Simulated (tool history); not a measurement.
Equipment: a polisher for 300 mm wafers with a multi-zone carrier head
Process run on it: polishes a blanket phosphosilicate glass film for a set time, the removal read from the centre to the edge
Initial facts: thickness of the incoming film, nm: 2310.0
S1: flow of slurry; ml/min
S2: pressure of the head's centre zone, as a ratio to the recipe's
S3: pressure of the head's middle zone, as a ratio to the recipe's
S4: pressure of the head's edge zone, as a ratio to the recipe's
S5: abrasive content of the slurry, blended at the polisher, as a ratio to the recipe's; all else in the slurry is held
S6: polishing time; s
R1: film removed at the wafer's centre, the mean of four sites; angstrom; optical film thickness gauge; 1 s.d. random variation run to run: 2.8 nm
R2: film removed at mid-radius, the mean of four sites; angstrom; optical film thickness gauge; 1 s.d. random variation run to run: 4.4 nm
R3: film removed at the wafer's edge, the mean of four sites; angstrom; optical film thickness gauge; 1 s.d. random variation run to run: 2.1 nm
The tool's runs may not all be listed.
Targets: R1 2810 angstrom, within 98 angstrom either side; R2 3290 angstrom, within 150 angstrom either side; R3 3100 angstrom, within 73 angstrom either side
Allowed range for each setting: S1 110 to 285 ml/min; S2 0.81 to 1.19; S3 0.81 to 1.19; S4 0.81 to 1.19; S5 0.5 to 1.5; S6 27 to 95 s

run    day   S1    S2    S3    S4    S5  S6      R1      R2      R3
  1      0  180     1     1     1     1  61  4460.8  4670.3  4583.2
  2    0.2  180  0.96     1     1     1  61  4297.7  4657.4    4591
  3  0.504  180  0.96     1     1     1  52  3743.1  3867.4  3926.4
  4  0.829  170  0.92  1.01  0.96   0.9  52  3360.7  3657.3  3611.9
  5  1.042  160  0.89  1.01  0.92  0.85  52  3015.3  3556.7  3404.4
  6  1.329  155   0.9     1  0.89  0.85  52  3097.8  3454.4  3339.1
  7  1.692  145  0.89     1  0.87  0.85  52  2945.5  3354.3  3244.3
  8  1.817  140  0.89  1.01  0.86  0.85  52  2975.8  3429.4  3228.5

Which one of the following 4 next-run settings gets every result inside its allowed miss? There is exactly one.
  A  1.942  125  0.96  1.05  0.83  0.75  56   ?   ?   ?
  B  1.942  110  0.89  0.96  0.93     1  49   ?   ?   ?
  C  1.942  120  0.87  0.98  0.81   0.9  51   ?   ?   ?
  D  1.942  125  0.95  0.99  0.85     1  50   ?   ?   ?

move      R1      R2      R3
   A  3101.5  3419.8  3103.4
   B  2851.6  3184.8  3304.5
   C    2822  3264.6  3105.1
   D  3244.8  3454.8  3319.8
A: meets the target for the result that was furthest off, but another lies outside its allowed miss
B: lands further from the targets than the last run did
C: hits every target within its allowed miss
D: lands further from the targets than the last run did
So the answer is move C, the one that meets all the targets.
